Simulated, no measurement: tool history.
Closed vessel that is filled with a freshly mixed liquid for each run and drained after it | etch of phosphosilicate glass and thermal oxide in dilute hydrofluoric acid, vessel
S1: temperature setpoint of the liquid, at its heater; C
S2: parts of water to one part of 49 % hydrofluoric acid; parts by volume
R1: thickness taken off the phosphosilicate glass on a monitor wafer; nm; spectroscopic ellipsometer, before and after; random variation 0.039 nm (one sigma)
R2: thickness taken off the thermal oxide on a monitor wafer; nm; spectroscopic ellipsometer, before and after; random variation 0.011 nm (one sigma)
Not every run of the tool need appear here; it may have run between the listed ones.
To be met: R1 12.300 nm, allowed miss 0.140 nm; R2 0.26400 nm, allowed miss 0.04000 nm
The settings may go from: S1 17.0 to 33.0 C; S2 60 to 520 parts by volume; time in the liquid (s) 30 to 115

{"run": 1, "hour": 0.0, "S1": 25.0, "S2": 290, "time in the liquid (s)": 60, "R1": 35.567, "R2": 0.82758}
{"run": 2, "hour": 4.4, "S1": 25.0, "S2": 230, "time in the liquid (s)": 60, "R1": 47.848, "R2": 1.0688}
{"run": 3, "hour": 10.6, "S1": 25.0, "S2": 285, "time in the liquid (s)": 60, "R1": 36.45, "R2": 0.76753}
{"run": 4, "hour": 16.5, "S1": 23.0, "S2": 330, "time in the liquid (s)": 60, "R1": 28.044, "R2": 0.61015}
{"run": 5, "hour": 18.6, "S1": 21.5, "S2": 370, "time in the liquid (s)": 60, "R1": 23.023, "R2": 0.47336}
{"run": 6, "hour": 27.8, "S1": 21.5, "S2": 435, "time in the liquid (s)": 60, "R1": 18.537, "R2": 0.36601}
{"run": 7, "hour": 35.9, "S1": 20.5, "S2": 455, "time in the liquid (s)": 60, "R1": 16.835, "R2": 0.34437}
{"run": 8, "hour": 38.7, "S1": 19.5, "S2": 470, "time in the liquid (s)": 60, "R1": 15.599, "R2": 0.33213}
{"run": 9, "hour": 41.5, "S1": 19.0, "S2": 485, "time in the liquid (s)": 60, "R1": 14.702, "R2": 0.31522}
{"run": 10, "hour": 44.3, "S1": 18.5, "S2": 495, "time in the liquid (s)": 60, "R1": 14.061, "R2": 0.29455}

Which one of the following 4 next-run settings gets every result inside its allowed miss? There is exactly one.
{"run": "A", "hour": 47.1, "S1": 22.0, "S2": 520, "time in the liquid (s)": 50, "R1": "?", "R2": "?"}
{"run": "B", "hour": 47.1, "S1": 19.5, "S2": 500, "time in the liquid (s)": 50, "R1": "?", "R2": "?"}
{"run": "C", "hour": 47.1, "S1": 17.0, "S2": 505, "time in the liquid (s)": 55, "R1": "?", "R2": "?"}
{"run": "D", "hour": 47.1, "S1": 17.0, "S2": 465, "time in the liquid (s)": 50, "R1": "?", "R2": "?"}

move=A R1=12.252 R2=0.26026
move=B R1=11.929 R2=0.25340
move=C R1=11.892 R2=0.25260
move=D R1=12.091 R2=0.25683
A: all results land within tolerance of their targets
B: pushes the last run's worst result past its target
C: pushes the last run's worst result past its target
D: pushes the last run's worst result past its target
Answer: A

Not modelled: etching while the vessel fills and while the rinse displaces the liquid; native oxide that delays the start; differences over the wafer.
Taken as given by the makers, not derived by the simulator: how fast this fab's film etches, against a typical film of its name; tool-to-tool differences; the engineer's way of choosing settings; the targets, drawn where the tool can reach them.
